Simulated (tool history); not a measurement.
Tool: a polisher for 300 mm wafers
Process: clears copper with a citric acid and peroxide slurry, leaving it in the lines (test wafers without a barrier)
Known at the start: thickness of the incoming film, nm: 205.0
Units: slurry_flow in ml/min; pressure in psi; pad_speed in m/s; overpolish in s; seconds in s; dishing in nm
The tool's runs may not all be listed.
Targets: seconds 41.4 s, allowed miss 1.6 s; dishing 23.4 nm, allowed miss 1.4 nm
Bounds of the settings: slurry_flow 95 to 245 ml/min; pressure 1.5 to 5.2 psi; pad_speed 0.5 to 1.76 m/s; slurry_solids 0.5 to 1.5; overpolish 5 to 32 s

{"run": 1, "hour": 0.0, "slurry_flow": 155, "pressure": 3.3, "pad_speed": 1.12, "slurry_solids": 1, "overpolish": 16, "seconds": 72.059, "dishing": 23.456}
{"run": 2, "hour": 8.9, "slurry_flow": 155, "pressure": 3.3, "pad_speed": 1.26, "slurry_solids": 1, "overpolish": 16, "seconds": 64.205, "dishing": 25.977}
{"run": 3, "hour": 11.8, "slurry_flow": 155, "pressure": 3.3, "pad_speed": 1.26, "slurry_solids": 1.15, "overpolish": 16, "seconds": 61.961, "dishing": 26.393}
{"run": 4, "hour": 13.0, "slurry_flow": 180, "pressure": 3.3, "pad_speed": 1.26, "slurry_solids": 1.15, "overpolish": 16, "seconds": 60.734, "dishing": 26.779}
{"run": 5, "hour": 18.0, "slurry_flow": 220, "pressure": 3.3, "pad_speed": 1.26, "slurry_solids": 1.15, "overpolish": 16, "seconds": 60.403, "dishing": 27.597}
{"run": 6, "hour": 27.0, "slurry_flow": 220, "pressure": 3.3, "pad_speed": 1.26, "slurry_solids": 1.15, "overpolish": 10, "seconds": 59.747, "dishing": 19.414}
{"run": 7, "hour": 31.8, "slurry_flow": 220, "pressure": 3.6, "pad_speed": 1.26, "slurry_solids": 1.15, "overpolish": 10, "seconds": 55.209, "dishing": 19.901}
{"run": 8, "hour": 39.3, "slurry_flow": 220, "pressure": 3.8, "pad_speed": 1.26, "slurry_solids": 1.15, "overpolish": 10, "seconds": 54.027, "dishing": 20.963}
{"run": 9, "hour": 42.4, "slurry_flow": 220, "pressure": 4.1, "pad_speed": 1.26, "slurry_solids": 1.15, "overpolish": 10, "seconds": 50.438, "dishing": 22.103}
{"run": 10, "hour": 46.0, "slurry_flow": 220, "pressure": 4.3, "pad_speed": 1.26, "slurry_solids": 1.15, "overpolish": 10, "seconds": 48.8, "dishing": 23.101}
{"run": 11, "hour": 47.3, "slurry_flow": 220, "pressure": 4.5, "pad_speed": 1.26, "slurry_solids": 1.15, "overpolish": 9, "seconds": 46.297, "dishing": 21.304}
{"run": 12, "hour": 49.0, "slurry_flow": 220, "pressure": 4.6, "pad_speed": 1.26, "slurry_solids": 1.15, "overpolish": 9, "seconds": 46.878, "dishing": 22.034}

Which of these 4 next moves meets every target?
{"run": "A", "hour": 50.7, "slurry_flow": 230, "pressure": 5, "pad_speed": 1.46, "slurry_solids": 1.1, "overpolish": 8, "seconds": "?", "dishing": "?"}
{"run": "B", "hour": 50.7, "slurry_flow": 215, "pressure": 4.5, "pad_speed": 1.6, "slurry_solids": 1.05, "overpolish": 10, "seconds": "?", "dishing": "?"}
{"run": "C", "hour": 50.7, "slurry_flow": 210, "pressure": 4.7, "pad_speed": 1.26, "slurry_solids": 1.2, "overpolish": 13, "seconds": "?", "dishing": "?"}
{"run": "D", "hour": 50.7, "slurry_flow": 220, "pressure": 4.7, "pad_speed": 1.36, "slurry_solids": 1.2, "overpolish": 9, "seconds": "?", "dishing": "?"}

move=A seconds=37.773 dishing=23.018
move=B seconds=38.231 dishing=26.635
move=C seconds=45.407 dishing=28.335
move=D seconds=41.913 dishing=23.224
A: takes the result that was furthest off past its target
B: takes the result that was furthest off past its target
C: as far off as the last run
D: meets every target
The right move is D.
